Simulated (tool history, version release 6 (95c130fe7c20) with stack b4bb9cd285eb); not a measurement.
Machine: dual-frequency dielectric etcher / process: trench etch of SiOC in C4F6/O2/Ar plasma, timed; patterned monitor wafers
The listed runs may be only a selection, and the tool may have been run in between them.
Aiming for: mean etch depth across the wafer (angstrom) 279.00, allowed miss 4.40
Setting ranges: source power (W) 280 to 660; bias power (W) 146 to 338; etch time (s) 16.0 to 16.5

run  hour  source power (W)  bias power (W)  etch time (s)  mean etch depth across the wafer (angstrom)
  1   0.0               470             242           16.0                                       389.02
  2   3.4               560             242           16.0                                       414.06
  3   4.1               560             212           16.0                                       396.51
  4   6.1               560             179           16.0                                       375.72
  5   6.9               560             179           16.5                                       388.25
  6  12.3               490             170           16.5                                       360.30
     16.8  -- wet clean of the chamber
  7  16.8               440             164           16.5                                       326.00
  8  22.1               410             163           16.5                                       317.05
  9  29.0               380             162           16.5                                       307.11
 10  34.0               360             161           16.5                                       301.12
 11  42.8               340             160           16.5                                       293.14
 12  48.0               330             160           16.5                                       291.87
 13  53.6               320             160           16.5                                       286.63

Of the 4 settings listed for the next run, only one would bring every result within its allowed miss of target. Which one?
  A  59.2               300             190           16.0                                            ?
  B  59.2               280             206           16.5                                            ?
  C  59.2               320             160           16.0                                            ?
  D  59.2               360             171           16.0                                            ?

move  mean etch depth across the wafer (angstrom)
   A                                       288.54
   B                                       298.02
   C                                       279.32
   D                                       298.67
A: its largest miss is bigger than the last run's
B: its largest miss is bigger than the last run's
C: in spec on every target
D: its largest miss is bigger than the last run's
The right move is C.
